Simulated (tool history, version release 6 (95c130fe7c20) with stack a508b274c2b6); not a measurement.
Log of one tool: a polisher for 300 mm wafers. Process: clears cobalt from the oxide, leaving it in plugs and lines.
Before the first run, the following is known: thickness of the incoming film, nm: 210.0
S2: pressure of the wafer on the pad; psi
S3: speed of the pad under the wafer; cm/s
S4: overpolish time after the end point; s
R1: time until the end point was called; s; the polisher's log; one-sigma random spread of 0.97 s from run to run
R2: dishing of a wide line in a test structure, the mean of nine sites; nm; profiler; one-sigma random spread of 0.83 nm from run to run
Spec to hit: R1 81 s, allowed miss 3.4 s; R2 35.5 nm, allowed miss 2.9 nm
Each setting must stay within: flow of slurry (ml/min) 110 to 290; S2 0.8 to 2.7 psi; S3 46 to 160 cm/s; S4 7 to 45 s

{"run": 1, "day": 0.0, "flow of slurry (ml/min)": 185, "S2": 1.7, "S3": 102, "S4": 23, "R1": 50.365, "R2": 38.371}
{"run": 2, "day": 0.3, "flow of slurry (ml/min)": 185, "S2": 1.7, "S3": 102, "S4": 33, "R1": 50.669, "R2": 39.898}
{"run": 3, "day": 0.608, "flow of slurry (ml/min)": 185, "S2": 1.7, "S3": 102, "S4": 39, "R1": 50.748, "R2": 40.603}
{"run": 4, "day": 0.7, "flow of slurry (ml/min)": 220, "S2": 1.7, "S3": 102, "S4": 39, "R1": 49.648, "R2": 41.386}
{"run": 5, "day": 0.762, "flow of slurry (ml/min)": 250, "S2": 1.7, "S3": 102, "S4": 39, "R1": 49.173, "R2": 40.834}
{"run": 6, "day": 1.038, "flow of slurry (ml/min)": 290, "S2": 1.7, "S3": 102, "S4": 39, "R1": 46.764, "R2": 42.24}
{"run": 7, "day": 1.167, "flow of slurry (ml/min)": 240, "S2": 1.2, "S3": 98, "S4": 37, "R1": 70.418, "R2": 38.284}
{"run": 8, "day": 1.292, "flow of slurry (ml/min)": 240, "S2": 1.1, "S3": 98, "S4": 35, "R1": 78.427, "R2": 36.414}
{"run": 9, "day": 1.554, "flow of slurry (ml/min)": 240, "S2": 1.1, "S3": 98, "S4": 34, "R1": 77.951, "R2": 37.577}

Consider the 5 candidate settings below. Which is the only one whose results all fall within their allowed miss of target?
{"run": "A", "day": 1.817, "flow of slurry (ml/min)": 250, "S2": 1.1, "S3": 102, "S4": 34, "R1": "?", "R2": "?"}
{"run": "B", "day": 1.817, "flow of slurry (ml/min)": 235, "S2": 1, "S3": 102, "S4": 31, "R1": "?", "R2": "?"}
{"run": "C", "day": 1.817, "flow of slurry (ml/min)": 175, "S2": 1.6, "S3": 76, "S4": 41, "R1": "?", "R2": "?"}
{"run": "D", "day": 1.817, "flow of slurry (ml/min)": 250, "S2": 1.1, "S3": 104, "S4": 32, "R1": "?", "R2": "?"}
{"run": "E", "day": 1.817, "flow of slurry (ml/min)": 225, "S2": 1, "S3": 114, "S4": 35, "R1": "?", "R2": "?"}

move=A R1=72.3 R2=38.41
move=B R1=79.737 R2=36.434
move=C R1=70.345 R2=40.092
move=D R1=70.95 R2=37.986
move=E R1=71.952 R2=38.712
A: moves away from the targets compared with the last run
B: all results in spec
C: moves away from the targets compared with the last run
D: moves away from the targets compared with the last run
E: moves away from the targets compared with the last run
So the answer is move B, the one that meets all the targets.
